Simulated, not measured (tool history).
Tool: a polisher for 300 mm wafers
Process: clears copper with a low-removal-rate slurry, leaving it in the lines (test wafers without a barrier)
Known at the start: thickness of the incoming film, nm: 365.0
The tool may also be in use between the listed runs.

| run | hour | flow of slurry (ml/min) | pressure of the wafer on the pad (kPa) | speed of the pad under the wafer (cm/s) | abrasive content of the slurry | overpolish time after the end point (s) | time until the end point was called (s) | dishing of a wide line in a test structure (Å) |
|---|---|---|---|---|---|---|---|---|
| 1 | 0.0 | 155 | 23.4 | 140 | 1.0 | 14 | 67.022 | 431.70 |
| 2 | 3.9 | 155 | 23.4 | 140 | 1.0 | 11 | 68.296 | 377.75 |
| 3 | 10.0 | 155 | 23.4 | 140 | 0.9 | 11 | 70.373 | 362.52 |
| 4 | 18.2 | 150 | 22.1 | 136 | 0.9 | 11 | 76.187 | 350.33 |
| 5 | 22.5 | 150 | 20.7 | 132 | 0.9 | 11 | 83.341 | 335.73 |
| 6 | 25.9 | 150 | 19.3 | 128 | 0.9 | 11 | 91.538 | 307.96 |
| 7 | 34.7 | 150 | 17.9 | 126 | 0.9 | 11 | 101.280 | 279.79 |
| 8 | 42.3 | 150 | 17.2 | 124 | 0.9 | 12 | 105.720 | 289.07 |
| 9 | 44.7 | 150 | 16.5 | 122 | 0.9 | 12 | 112.330 | 283.12 |
| 10 | 53.0 | 150 | 16.5 | 122 | 0.9 | 12 | 112.350 | 277.21 |
| 11 | 57.5 | 125 | 10.3 | 112 | 0.9 | 14 | 197.170 | 190.15 |
| 12 | 59.4 | 125 | 10.3 | 112 | 0.9 | 14 | 199.890 | 193.19 |
| 13 | 67.7 | 130 | 10.3 | 112 | 0.9 | 14 | 195.760 | 185.61 |
| 14 | 69.2 | 140 | 10.3 | 112 | 0.9 | 14 | 189.870 | 191.86 |
| 15 | 77.8 | 150 | 10.3 | 112 | 0.9 | 14 | 192.140 | 193.42 |
| 16 | 81.1 | 150 | 15.2 | 112 | 0.9 | 15 | 133.330 | 286.07 |
| 17 | 85.4 | 145 | 15.2 | 112 | 0.9 | 15 | 134.000 | 294.36 |

Forecast run 18:
| 18 | 93.1 | 140 | 15.2 | 112 | 0.9 | 15 | ? | ? |

{"run 18": {"time until the end point was called (s)": 134.1, "dishing of a wide line in a test structure (Å)": 287.97}}

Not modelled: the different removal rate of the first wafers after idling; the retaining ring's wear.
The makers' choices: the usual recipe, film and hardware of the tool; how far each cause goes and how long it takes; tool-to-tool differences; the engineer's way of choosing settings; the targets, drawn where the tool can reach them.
